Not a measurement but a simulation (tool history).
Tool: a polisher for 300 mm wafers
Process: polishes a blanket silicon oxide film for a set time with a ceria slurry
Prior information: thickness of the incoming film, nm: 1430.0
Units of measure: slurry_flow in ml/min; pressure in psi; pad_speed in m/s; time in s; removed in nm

run	hour	slurry_flow	pressure	pad_speed	time	removed
1	0	160	4	1.4	37	290.05
2	1	150	3.9	1.4	37	281.79
3	4.8	150	3.9	1.56	37	311.98
4	10.7	145	3.7	1.56	37	294.9
5	13.1	145	3.7	1.56	37	296.96
6	20	140	3.6	1.56	37	287.55

For run 7, what comes out?
7	25.5	135	3.5	1.56	37	?

{"run 7": {"removed": 278.4}}

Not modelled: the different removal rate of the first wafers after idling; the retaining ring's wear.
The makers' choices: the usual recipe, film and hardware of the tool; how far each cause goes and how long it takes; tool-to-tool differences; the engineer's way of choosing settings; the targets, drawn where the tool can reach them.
